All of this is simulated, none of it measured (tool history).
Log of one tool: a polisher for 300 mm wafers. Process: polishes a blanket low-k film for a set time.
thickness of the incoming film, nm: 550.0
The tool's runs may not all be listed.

run	hour	flow of slurry (ml/min)	pressure of the wafer on the pad (kPa)	speed of the pad under the wafer (m/s)	abrasive content of the slurry	polishing time (s)	film removed (angstrom)
1	0.0	210	12.4	1.12	1.0	108	352.19
2	6.7	215	13.1	1.12	1.0	108	373.93
3	15.1	215	13.1	0.88	1.0	108	332.34
4	21.4	220	13.8	0.88	1.0	108	351.23
5	25.9	220	13.8	0.88	1.0	113	365.77
6	30.2	225	14.5	0.88	1.0	113	387.13
7	33.1	225	15.2	0.88	1.0	113	401.40
# hour 34.3: worn pad replaced by a new one
8	34.3	265	17.2	0.88	1.0	113	529.19
9	39.2	255	17.2	0.88	1.0	113	529.12
10	41.7	255	17.2	0.88	1.0	113	530.00
11	43.9	245	17.2	0.88	1.0	113	521.45

Run 12 comes next. What will it give?
12	47.7	235	17.2	0.88	1.0	113	?

{"run 12": {"film removed (angstrom)": 516.32}}
